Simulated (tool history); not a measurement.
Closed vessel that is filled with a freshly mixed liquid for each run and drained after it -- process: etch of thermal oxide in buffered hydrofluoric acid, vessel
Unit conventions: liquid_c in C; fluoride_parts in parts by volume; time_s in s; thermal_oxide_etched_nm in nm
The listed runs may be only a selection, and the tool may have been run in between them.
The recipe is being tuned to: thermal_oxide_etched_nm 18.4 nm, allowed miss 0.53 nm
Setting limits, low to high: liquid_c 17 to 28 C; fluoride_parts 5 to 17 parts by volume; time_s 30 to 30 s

run,hour,liquid_c,fluoride_parts,time_s,thermal_oxide_etched_nm
1,0,20,10.5,30,27.5
2,8.8,19,11,30,24.662
3,13.4,19,11,30,24.967
4,16.5,18.5,11.5,30,23.12
5,18,18.5,9.5,30,27.485
6,25.2,18.5,9.5,30,27.339
7,33.4,18,10.5,30,24.846
8,37.9,17.5,11.5,30,21.878
9,43.4,17.5,11.5,30,21.755
10,44.4,17.5,12,30,21.074

4 next moves are on the table. One of them brings every result within its allowed miss. Which?
A,45.4,18,10.5,30,?
B,45.4,17.5,14.5,30,?
C,45.4,17,12.5,30,?
D,45.4,18,14,30,?

move,thermal_oxide_etched_nm
A,24.431
B,17.311
C,19.463
D,18.435
A: its largest miss is bigger than the last run's
B: takes the result that was furthest off past its target
C: nearer than the last run, and not there yet
D: meets every target
So the answer is move D, the one that meets all the targets.

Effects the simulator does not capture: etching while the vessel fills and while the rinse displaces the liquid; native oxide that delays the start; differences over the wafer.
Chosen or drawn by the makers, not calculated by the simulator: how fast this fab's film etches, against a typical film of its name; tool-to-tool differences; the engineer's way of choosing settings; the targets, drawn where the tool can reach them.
